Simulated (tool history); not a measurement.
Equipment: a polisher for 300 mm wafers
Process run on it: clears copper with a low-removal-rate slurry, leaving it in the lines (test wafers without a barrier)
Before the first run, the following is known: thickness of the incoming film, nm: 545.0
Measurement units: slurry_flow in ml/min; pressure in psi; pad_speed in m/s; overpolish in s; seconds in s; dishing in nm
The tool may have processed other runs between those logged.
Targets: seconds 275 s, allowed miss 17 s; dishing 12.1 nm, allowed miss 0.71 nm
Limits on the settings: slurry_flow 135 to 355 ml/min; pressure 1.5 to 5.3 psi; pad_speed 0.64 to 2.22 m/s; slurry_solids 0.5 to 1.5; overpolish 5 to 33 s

run  hour  slurry_flow  pressure  pad_speed  slurry_solids  overpolish  seconds  dishing
  1     0          225       3.4       1.42              1          17   109.83   12.585
  2   6.2          225       3.4       1.56              1          17   101.46   12.653
  3    10          225       3.4       1.74              1          17   91.705   12.563
  4  16.8          215       2.8       1.48           0.95          15   130.81     12.2
  5  22.7          220       2.4       1.28           0.95          18   170.54   12.327
  6  27.3          185       2.4       1.28           0.95          18   173.13   12.152
  7  28.1          190       2.1        1.2           0.95          19   207.08   11.927
  8  34.2          205       1.9       1.14           0.95          20      228   11.772
  9  42.5          205       1.9       1.08            0.9          19   251.81   11.683
 10  47.6          200       1.5       1.04           0.95          27   318.06   12.057
 11  50.7          200         2       1.06           0.95          27   237.31   12.105
 12  56.1          200       1.9       1.06           0.95          27   243.61   12.276

Which single option among these 4 for the next run brings every result within its allowed miss of target? Just one does.
  A  61.5          255         2       1.08              1          28        ?        ?
  B  61.5          205       1.5       1.16              1          28        ?        ?
  C  61.5          295       1.5       1.22            1.2          14        ?        ?
  D  61.5          245       2.2          1           0.95          25        ?        ?

move  seconds  dishing
   A   227.39   12.054
   B   275.22    11.81
   C   243.21    10.73
   D   229.13   12.005
A: lands further from the targets than the last run did
B: in spec on every target
C: about the same distance from the targets as the last run
D: lands further from the targets than the last run did
Answer: B

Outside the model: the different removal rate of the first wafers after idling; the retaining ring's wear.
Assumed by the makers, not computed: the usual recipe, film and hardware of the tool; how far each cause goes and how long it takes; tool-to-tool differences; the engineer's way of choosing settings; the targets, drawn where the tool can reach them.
